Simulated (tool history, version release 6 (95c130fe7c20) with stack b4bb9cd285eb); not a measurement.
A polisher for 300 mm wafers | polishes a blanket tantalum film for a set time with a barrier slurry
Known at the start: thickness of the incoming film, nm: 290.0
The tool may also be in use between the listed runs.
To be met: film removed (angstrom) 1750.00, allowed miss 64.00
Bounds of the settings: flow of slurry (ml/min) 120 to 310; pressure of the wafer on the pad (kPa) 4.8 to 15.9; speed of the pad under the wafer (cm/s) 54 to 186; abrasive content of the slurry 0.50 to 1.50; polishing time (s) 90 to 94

run  hour  flow of slurry (ml/min)  pressure of the wafer on the pad (kPa)  speed of the pad under the wafer (cm/s)  abrasive content of the slurry  polishing time (s)  film removed (angstrom)
  1   0.0                      200                                    10.3                                      118                            1.00                  90                  1166.60
  2   4.8                      200                                     8.3                                      118                            1.00                  90                   936.40
  3   5.6                      175                                     8.3                                      118                            1.00                  90                   932.29
  4   7.1                      175                                     9.0                                      118                            1.00                  90                   987.02
  5  15.1                      175                                     9.0                                      118                            0.85                  90                   924.38
  6  21.9                      175                                     9.0                                      118                            0.85                  94                   992.47
  7  23.9                      175                                     9.7                                      118                            0.85                  94                  1040.10
  8  27.6                      180                                    10.3                                      118                            0.85                  94                  1140.30
  9  35.8                      180                                    10.3                                      118                            0.85                  94                  1120.80
 10  39.6                      185                                    11.0                                      118                            0.85                  94                  1207.20
 11  40.7                      185                                    11.0                                      118                            0.85                  94                  1208.30
 12  46.5                      190                                    11.7                                      118                            0.85                  94                  1281.60
 13  48.7                      195                                    12.4                                      118                            0.85                  94                  1330.30
 14  51.5                      195                                    13.1                                      118                            0.85                  94                  1418.90
 15  58.3                      195                                    13.1                                      118                            0.85                  94                  1391.60
 16  65.9                      200                                    13.8                                      118                            0.85                  94                  1499.00
 17  71.1                      200                                    13.8                                      118                            0.85                  94                  1484.10
 18  72.9                      205                                    15.2                                      118                            0.85                  94                  1676.80

4 next moves are on the table. One of them brings every result within its allowed miss. Which?
  A  74.7                      230                                    15.2                                      144                            0.80                  92                        ?
  B  74.7                      215                                    15.2                                      136                            0.90                  94                        ?
  C  74.7                      220                                    14.5                                      122                            1.00                  93                        ?
  D  74.7                      180                                    15.9                                      124                            1.00                  94                        ?

move  film removed (angstrom)
   A                  1902.00
   B                  1932.70
   C                  1738.80
   D                  1892.20
A: takes the result that was furthest off past its target
B: takes the result that was furthest off past its target
C: meets every target
D: takes the result that was furthest off past its target
The right move is C.
